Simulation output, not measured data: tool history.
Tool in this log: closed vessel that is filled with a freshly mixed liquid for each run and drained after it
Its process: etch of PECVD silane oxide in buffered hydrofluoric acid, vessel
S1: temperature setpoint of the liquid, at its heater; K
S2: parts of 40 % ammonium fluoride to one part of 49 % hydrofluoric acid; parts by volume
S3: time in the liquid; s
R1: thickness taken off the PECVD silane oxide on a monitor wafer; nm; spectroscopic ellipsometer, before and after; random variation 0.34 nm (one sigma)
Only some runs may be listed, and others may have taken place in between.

run,hour,S1,S2,S3,R1
1,0.0,297.15,19.5,85,153.57
2,4.6,295.15,20.0,85,134.44
3,9.9,295.15,17.5,85,154.08
4,15.9,295.15,21.5,85,128.73
5,19.2,293.15,21.5,85,114.71
6,21.8,292.15,21.5,85,107.88
7,30.3,291.65,21.5,85,105.29

Run 8 comes next. What will it give?
8,36.5,291.15,21.5,85,?

Run 8 produced R1 101.81 nm.
